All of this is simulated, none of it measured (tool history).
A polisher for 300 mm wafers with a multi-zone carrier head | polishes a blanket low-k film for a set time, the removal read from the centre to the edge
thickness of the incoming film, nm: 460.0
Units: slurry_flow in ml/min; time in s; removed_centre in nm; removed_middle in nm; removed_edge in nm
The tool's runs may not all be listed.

{"run": 1, "day": 0.0, "slurry_flow": 120, "centre_zone": 1.0, "middle_zone": 1.0, "edge_zone": 1.0, "slurry_solids": 1.0, "time": 59, "removed_centre": 19.711, "removed_middle": 20.359, "removed_edge": 20.637}
{"run": 2, "day": 0.342, "slurry_flow": 130, "centre_zone": 1.02, "middle_zone": 1.05, "edge_zone": 1.03, "slurry_solids": 1.15, "time": 59, "removed_centre": 21.896, "removed_middle": 22.719, "removed_edge": 22.341}
{"run": 3, "day": 0.683, "slurry_flow": 130, "centre_zone": 1.02, "middle_zone": 1.05, "edge_zone": 1.03, "slurry_solids": 0.95, "time": 59, "removed_centre": 20.304, "removed_middle": 20.809, "removed_edge": 20.499}
{"run": 4, "day": 1.004, "slurry_flow": 105, "centre_zone": 1.02, "middle_zone": 1.05, "edge_zone": 1.03, "slurry_solids": 0.95, "time": 59, "removed_centre": 18.742, "removed_middle": 19.647, "removed_edge": 19.912}
{"run": 5, "day": 1.092, "slurry_flow": 120, "centre_zone": 1.02, "middle_zone": 1.08, "edge_zone": 1.04, "slurry_solids": 1.1, "time": 60, "removed_centre": 21.142, "removed_middle": 22.753, "removed_edge": 22.722}
{"run": 6, "day": 1.154, "slurry_flow": 120, "centre_zone": 1.02, "middle_zone": 1.08, "edge_zone": 1.01, "slurry_solids": 1.1, "time": 60, "removed_centre": 21.6, "removed_middle": 22.397, "removed_edge": 21.463}
{"run": 7, "day": 1.383, "slurry_flow": 135, "centre_zone": 1.02, "middle_zone": 1.11, "edge_zone": 1.03, "slurry_solids": 1.2, "time": 60, "removed_centre": 22.438, "removed_middle": 24.55, "removed_edge": 22.904}
{"run": 8, "day": 1.521, "slurry_flow": 145, "centre_zone": 1.04, "middle_zone": 1.13, "edge_zone": 1.05, "slurry_solids": 1.3, "time": 61, "removed_centre": 24.482, "removed_middle": 27.047, "removed_edge": 24.727}
{"run": 9, "day": 1.883, "slurry_flow": 175, "centre_zone": 1.13, "middle_zone": 1.18, "edge_zone": 1.15, "slurry_solids": 1.5, "time": 63, "removed_centre": 30.357, "removed_middle": 31.202, "removed_edge": 29.577}

The next listed run, before its measurement:
{"run": 10, "day": 2.012, "slurry_flow": 175, "centre_zone": 1.12, "middle_zone": 1.18, "edge_zone": 1.13, "slurry_solids": 1.5, "time": 63, "removed_centre": "?", "removed_middle": "?", "removed_edge": "?"}

removed_centre: 29.819 nm
removed_middle: 30.936 nm
removed_edge: 28.806 nm

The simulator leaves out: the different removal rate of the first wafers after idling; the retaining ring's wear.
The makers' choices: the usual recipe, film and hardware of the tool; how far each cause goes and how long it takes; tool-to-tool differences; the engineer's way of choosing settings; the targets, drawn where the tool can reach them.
